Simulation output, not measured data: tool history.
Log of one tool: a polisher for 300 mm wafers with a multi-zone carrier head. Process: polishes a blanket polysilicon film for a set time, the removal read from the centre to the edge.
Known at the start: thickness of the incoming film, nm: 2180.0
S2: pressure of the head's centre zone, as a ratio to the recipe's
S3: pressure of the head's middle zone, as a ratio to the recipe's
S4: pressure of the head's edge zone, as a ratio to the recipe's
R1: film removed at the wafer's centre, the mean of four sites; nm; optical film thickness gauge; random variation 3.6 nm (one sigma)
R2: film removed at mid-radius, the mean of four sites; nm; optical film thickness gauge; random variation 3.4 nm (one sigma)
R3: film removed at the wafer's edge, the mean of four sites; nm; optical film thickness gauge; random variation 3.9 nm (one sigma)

{"run": 1, "hour": 0.0, "flow of slurry (ml/min)": 215, "S2": 1, "S3": 1, "S4": 1, "polishing time (s)": 60, "R1": 751.61, "R2": 727.97, "R3": 779.44}
{"run": 2, "hour": 4.8, "flow of slurry (ml/min)": 255, "S2": 1, "S3": 1, "S4": 1, "polishing time (s)": 60, "R1": 774.7, "R2": 749.3, "R3": 790.18}
{"run": 3, "hour": 10.5, "flow of slurry (ml/min)": 250, "S2": 0.98, "S3": 0.96, "S4": 0.96, "polishing time (s)": 54, "R1": 692.04, "R2": 645.31, "R3": 689.73}
{"run": 4, "hour": 12.8, "flow of slurry (ml/min)": 240, "S2": 0.94, "S3": 0.93, "S4": 0.93, "polishing time (s)": 50, "R1": 604.41, "R2": 585.5, "R3": 626.29}
{"run": 5, "hour": 19.6, "flow of slurry (ml/min)": 240, "S2": 0.94, "S3": 0.97, "S4": 0.93, "polishing time (s)": 50, "R1": 598.12, "R2": 609.46, "R3": 630.23}
{"run": 6, "hour": 25.4, "flow of slurry (ml/min)": 240, "S2": 0.94, "S3": 1.03, "S4": 0.93, "polishing time (s)": 50, "R1": 611.44, "R2": 638.45, "R3": 624.36}
{"run": 7, "hour": 26.3, "flow of slurry (ml/min)": 235, "S2": 0.93, "S3": 0.98, "S4": 0.91, "polishing time (s)": 47, "R1": 562.47, "R2": 568.86, "R3": 590.42}

Forecast run 8:
{"run": 8, "hour": 29.2, "flow of slurry (ml/min)": 235, "S2": 0.93, "S3": 0.95, "S4": 0.89, "polishing time (s)": 45, "R1": "?", "R2": "?", "R3": "?"}

Run 8 gave R1 528.49 nm, R2 534.76 nm, R3 551.29 nm.
